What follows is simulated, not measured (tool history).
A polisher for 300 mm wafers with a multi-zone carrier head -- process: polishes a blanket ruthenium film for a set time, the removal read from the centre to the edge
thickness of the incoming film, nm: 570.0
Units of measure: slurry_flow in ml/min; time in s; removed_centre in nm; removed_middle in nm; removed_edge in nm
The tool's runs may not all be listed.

run 1 hour=0.0 | slurry_flow=175 centre_zone=1.00 middle_zone=1.00 edge_zone=1.00 time=53 | removed_centre=59.014 removed_middle=59.863 removed_edge=58.291
run 2 hour=0.6 | slurry_flow=175 centre_zone=1.00 middle_zone=1.00 edge_zone=1.04 time=53 | removed_centre=57.746 removed_middle=58.918 removed_edge=59.424
run 3 hour=3.5 | slurry_flow=175 centre_zone=0.96 middle_zone=1.00 edge_zone=1.04 time=53 | removed_centre=56.562 removed_middle=58.220 removed_edge=60.721
run 4 hour=7.6 | slurry_flow=135 centre_zone=0.96 middle_zone=1.00 edge_zone=1.04 time=53 | removed_centre=53.224 removed_middle=56.257 removed_edge=57.120
run 5 hour=14.8 | slurry_flow=135 centre_zone=0.96 middle_zone=1.00 edge_zone=1.04 time=44 | removed_centre=44.836 removed_middle=46.024 removed_edge=48.693
run 6 hour=18.2 | slurry_flow=135 centre_zone=0.96 middle_zone=1.00 edge_zone=1.04 time=56 | removed_centre=57.083 removed_middle=59.408 removed_edge=61.142
run 7 hour=25.3 | slurry_flow=145 centre_zone=0.97 middle_zone=0.98 edge_zone=1.06 time=57 | removed_centre=57.737 removed_middle=60.292 removed_edge=62.840
run 8 hour=28.9 | slurry_flow=160 centre_zone=0.99 middle_zone=0.95 edge_zone=1.07 time=58 | removed_centre=62.790 removed_middle=60.272 removed_edge=64.318
run 9 hour=34.0 | slurry_flow=170 centre_zone=0.99 middle_zone=0.94 edge_zone=1.09 time=58 | removed_centre=63.456 removed_middle=60.930 removed_edge=65.621
run 10 hour=43.0 | slurry_flow=175 centre_zone=0.99 middle_zone=0.93 edge_zone=1.11 time=58 | removed_centre=62.092 removed_middle=60.866 removed_edge=67.744
run 11 hour=51.1 | slurry_flow=180 centre_zone=1.00 middle_zone=0.92 edge_zone=1.12 time=58 | removed_centre=63.975 removed_middle=59.888 removed_edge=67.630

Run 12 has not been measured yet. What should we expect?
run 12 hour=59.5 | slurry_flow=185 centre_zone=1.00 middle_zone=0.92 edge_zone=1.13 time=58 | removed_centre=? removed_middle=? removed_edge=?

{"run 12": {"removed_centre": 65.315, "removed_middle": 60.701, "removed_edge": 68.636}}

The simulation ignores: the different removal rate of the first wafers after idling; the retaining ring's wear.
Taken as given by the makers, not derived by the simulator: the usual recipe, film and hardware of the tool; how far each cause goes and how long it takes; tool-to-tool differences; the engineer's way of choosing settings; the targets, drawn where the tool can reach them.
